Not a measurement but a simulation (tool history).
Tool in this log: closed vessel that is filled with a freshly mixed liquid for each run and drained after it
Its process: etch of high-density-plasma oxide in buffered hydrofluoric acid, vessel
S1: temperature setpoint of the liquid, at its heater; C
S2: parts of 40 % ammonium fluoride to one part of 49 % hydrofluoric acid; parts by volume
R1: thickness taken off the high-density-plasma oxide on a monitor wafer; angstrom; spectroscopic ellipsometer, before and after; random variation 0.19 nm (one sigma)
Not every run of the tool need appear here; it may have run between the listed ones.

run 1 hour=0.0 | S1=23.0 S2=16.0 time_in_the_liquid_(s)=85 | R1=662.44
run 2 hour=5.7 | S1=22.5 S2=16.0 time_in_the_liquid_(s)=85 | R1=644.27
run 3 hour=7.0 | S1=22.5 S2=16.0 time_in_the_liquid_(s)=85 | R1=645.92
run 4 hour=11.5 | S1=21.0 S2=16.0 time_in_the_liquid_(s)=85 | R1=596.04
run 5 hour=14.1 | S1=21.0 S2=16.0 time_in_the_liquid_(s)=90 | R1=630.89
run 6 hour=21.3 | S1=18.5 S2=16.0 time_in_the_liquid_(s)=90 | R1=547.27
run 7 hour=27.4 | S1=19.0 S2=16.0 time_in_the_liquid_(s)=90 | R1=564.81
run 8 hour=30.8 | S1=19.5 S2=16.0 time_in_the_liquid_(s)=90 | R1=580.28

The next listed run, before its measurement:
run 9 hour=38.6 | S1=20.0 S2=16.0 time_in_the_liquid_(s)=90 | R1=?

Run 9 measured R1 596.03 angstrom.
